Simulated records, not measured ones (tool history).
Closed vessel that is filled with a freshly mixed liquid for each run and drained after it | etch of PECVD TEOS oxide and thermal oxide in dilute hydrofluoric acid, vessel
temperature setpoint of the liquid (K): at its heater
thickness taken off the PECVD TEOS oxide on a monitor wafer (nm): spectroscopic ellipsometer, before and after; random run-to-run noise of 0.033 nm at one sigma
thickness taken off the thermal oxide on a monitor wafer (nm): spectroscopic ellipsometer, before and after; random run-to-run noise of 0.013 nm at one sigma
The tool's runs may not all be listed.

run  hour  temperature setpoint of the liquid (K)  parts of water to one part of 49 % hydrofluoric acid (parts by volume)  time in the liquid (s)  thickness taken off the PECVD TEOS oxide on a monitor wafer (nm)  thickness taken off the thermal oxide on a monitor wafer (nm)
  1   0.0                                  296.15                                                                     115                      60                                                           10.0540                                                         2.0502
  2   2.0                                  294.65                                                                     120                      60                                                            9.0491                                                         1.8384
  3   8.3                                  294.65                                                                      85                      60                                                           13.2890                                                         2.7271
  4  10.3                                  293.65                                                                     100                      60                                                           10.6570                                                         2.1365
  5  16.2                                  293.65                                                                      60                      60                                                           18.6940                                                         3.7385
  6  17.4                                  293.15                                                                      80                      60                                                           13.3660                                                         2.7347
  7  26.6                                  292.65                                                                      90                      60                                                           11.6070                                                         2.2946
  8  35.6                                  292.65                                                                     100                      60                                                           10.2170                                                         2.0671
  9  41.4                                  292.15                                                                     105                      60                                                            9.5260                                                         1.9452
 10  45.2                                  291.65                                                                     110                      60                                                            8.8444                                                         1.7714
 11  53.6                                  291.15                                                                     115                      60                                                            8.2325                                                         1.6567

Run 12 is up next; what results do you expect?
 12  56.1                                  291.15                                                                     120                      60                                                                 ?                                                              ?

{"run 12": {"thickness taken off the PECVD TEOS oxide on a monitor wafer (nm)": 7.8181, "thickness taken off the thermal oxide on a monitor wafer (nm)": 1.623}}

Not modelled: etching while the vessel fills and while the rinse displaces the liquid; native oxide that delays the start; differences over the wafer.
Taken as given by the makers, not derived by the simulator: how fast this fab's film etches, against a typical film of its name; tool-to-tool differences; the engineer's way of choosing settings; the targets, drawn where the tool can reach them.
